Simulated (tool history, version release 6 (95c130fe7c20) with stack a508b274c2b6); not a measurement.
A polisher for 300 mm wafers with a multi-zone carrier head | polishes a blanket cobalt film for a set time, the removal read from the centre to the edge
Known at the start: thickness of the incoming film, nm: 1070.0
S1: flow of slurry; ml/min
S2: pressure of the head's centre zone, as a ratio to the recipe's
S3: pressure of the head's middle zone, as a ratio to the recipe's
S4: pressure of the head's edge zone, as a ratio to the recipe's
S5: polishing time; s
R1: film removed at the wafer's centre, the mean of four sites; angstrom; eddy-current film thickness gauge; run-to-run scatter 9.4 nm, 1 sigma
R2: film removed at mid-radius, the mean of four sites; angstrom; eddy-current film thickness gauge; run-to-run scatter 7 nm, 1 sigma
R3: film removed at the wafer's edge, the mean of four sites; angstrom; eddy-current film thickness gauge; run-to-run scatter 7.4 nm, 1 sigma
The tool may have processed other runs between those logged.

run  hour   S1    S2    S3    S4  S5      R1      R2      R3
  1   0.0  190  1.00  1.00  1.00  75  4387.3  4504.9  4282.4
  2   7.5  195  1.03  1.03  1.02  78  4630.2  4813.6  4580.2
  3  12.7  180  1.03  1.03  1.02  78  4743.0  4740.6  4399.6
  4  18.3  180  1.06  1.03  1.02  78  4816.4  4610.5  4460.1
  5  21.5  180  1.06  1.06  1.02  78  4729.8  4813.6  4425.6
  6  27.9  180  1.08  1.07  1.01  82  5168.7  5108.0  4671.2
  7  28.8  190  1.10  1.09  1.01  84  5428.3  5356.4  4801.7

For run 8, what comes out?
  8  31.2  200  1.11  1.10  1.02  86   ?   ?   ?

R1: 5683.0 angstrom
R2: 5534.5 angstrom
R3: 4964.6 angstrom

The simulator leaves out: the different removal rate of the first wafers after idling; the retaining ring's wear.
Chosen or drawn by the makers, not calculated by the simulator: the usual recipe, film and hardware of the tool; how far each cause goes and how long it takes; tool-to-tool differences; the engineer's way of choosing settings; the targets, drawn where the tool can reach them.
